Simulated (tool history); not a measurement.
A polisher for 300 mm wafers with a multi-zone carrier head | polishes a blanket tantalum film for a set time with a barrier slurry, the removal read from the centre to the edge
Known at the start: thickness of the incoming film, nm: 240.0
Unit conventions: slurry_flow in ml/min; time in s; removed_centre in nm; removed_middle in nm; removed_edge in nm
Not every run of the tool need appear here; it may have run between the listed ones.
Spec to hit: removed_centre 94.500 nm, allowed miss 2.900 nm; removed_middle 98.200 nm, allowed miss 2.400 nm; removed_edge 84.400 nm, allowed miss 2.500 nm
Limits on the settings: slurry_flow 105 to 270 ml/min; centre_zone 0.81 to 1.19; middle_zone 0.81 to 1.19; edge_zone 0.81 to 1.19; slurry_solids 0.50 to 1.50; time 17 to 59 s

| run | hour | slurry_flow | centre_zone | middle_zone | edge_zone | slurry_solids | time | removed_centre | removed_middle | removed_edge |
|---|---|---|---|---|---|---|---|---|---|---|
| 1 | 0.0 | 175 | 1.00 | 1.00 | 1.00 | 1.00 | 38 | 78.895 | 79.182 | 81.718 |
| 2 | 2.4 | 200 | 1.00 | 1.00 | 1.00 | 1.00 | 38 | 81.706 | 82.508 | 80.285 |
| 3 | 10.1 | 210 | 1.01 | 1.02 | 1.02 | 1.00 | 38 | 82.778 | 82.611 | 82.666 |
| 4 | 18.8 | 195 | 1.01 | 1.02 | 1.02 | 1.00 | 38 | 81.195 | 81.893 | 80.855 |
| 5 | 26.4 | 205 | 1.02 | 1.04 | 1.02 | 1.05 | 38 | 84.272 | 85.437 | 83.471 |
| 6 | 35.1 | 205 | 1.02 | 0.97 | 1.02 | 1.05 | 38 | 84.024 | 82.054 | 83.813 |
| 7 | 36.3 | 215 | 1.03 | 1.00 | 1.01 | 1.05 | 38 | 86.079 | 83.415 | 84.591 |
| 8 | 44.2 | 240 | 1.05 | 1.10 | 0.91 | 1.20 | 38 | 91.289 | 93.188 | 83.090 |
| 9 | 51.5 | 245 | 1.05 | 1.11 | 0.91 | 1.20 | 38 | 90.777 | 95.235 | 85.055 |
| 10 | 59.5 | 245 | 1.05 | 1.11 | 0.91 | 1.20 | 38 | 92.210 | 96.213 | 84.219 |
| 11 | 60.5 | 250 | 1.05 | 1.11 | 0.91 | 1.20 | 38 | 92.560 | 95.486 | 83.788 |

Of the 5 settings listed for the next run, only one would bring every result within its allowed miss of target. Which one?
| A | 61.5 | 270 | 1.06 | 1.14 | 0.91 | 1.35 | 37 | ? | ? | ? |
| B | 61.5 | 225 | 1.07 | 1.09 | 0.99 | 1.25 | 37 | ? | ? | ? |
| C | 61.5 | 230 | 1.08 | 1.05 | 0.96 | 1.20 | 39 | ? | ? | ? |
| D | 61.5 | 245 | 1.00 | 1.13 | 0.90 | 1.35 | 37 | ? | ? | ? |
| E | 61.5 | 235 | 1.01 | 1.14 | 0.97 | 1.20 | 38 | ? | ? | ? |

| move | removed_centre | removed_middle | removed_edge |
|---|---|---|---|
| A | 94.345 | 98.198 | 84.343 |
| B | 91.096 | 91.443 | 84.744 |
| C | 95.954 | 93.167 | 87.233 |
| D | 88.723 | 96.618 | 83.267 |
| E | 88.576 | 96.259 | 85.496 |
A: hits every target within its allowed miss
B: lands further from the targets than the last run did
C: lands further from the targets than the last run did
D: gets the furthest-off result to its target, but another result is out of tolerance
E: gets the furthest-off result to its target, but another result is out of tolerance
Go with A: it meets all targets.
